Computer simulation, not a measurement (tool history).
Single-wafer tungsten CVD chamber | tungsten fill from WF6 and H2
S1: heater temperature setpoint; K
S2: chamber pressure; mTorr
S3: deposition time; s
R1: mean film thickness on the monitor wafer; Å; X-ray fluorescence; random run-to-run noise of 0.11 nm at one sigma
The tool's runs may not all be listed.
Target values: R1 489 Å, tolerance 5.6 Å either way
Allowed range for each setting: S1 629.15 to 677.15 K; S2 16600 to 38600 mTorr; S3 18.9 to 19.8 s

run	day	S1	S2	S3	R1
1	0	653.15	27600	19.8	339.01
2	0.308	653.15	30000	19.8	353.75
3	0.371	655.15	30000	19.8	369.91
4	0.688	655.15	30000	18.9	352.84
5	0.921	655.15	33400	18.9	372.74
6	1.221	660.15	33400	18.9	412.53
7	1.321	661.15	33400	18.9	421.56
8	1.375	662.15	33400	18.9	429.67
9	1.429	670.15	33500	18.9	503.33
10	1.779	670.15	33500	18.9	504.74

4 candidate next runs follow, results not yet known. Just one meets every target within its allowed miss. Identify it.
A	2.129	669.15	32800	18.9	?
B	2.129	665.15	34100	19.3	?
C	2.129	670.15	32500	19.3	?
D	2.129	668.15	37600	18.9	?

move	R1
A	489.11
B	471.29
C	506.88
D	514.21
A: all results land within tolerance of their targets
B: moves the result that the last run missed by most past its target, out the other side
C: moves away from the targets compared with the last run
D: moves away from the targets compared with the last run
A is the move that brings every result within its allowed miss.
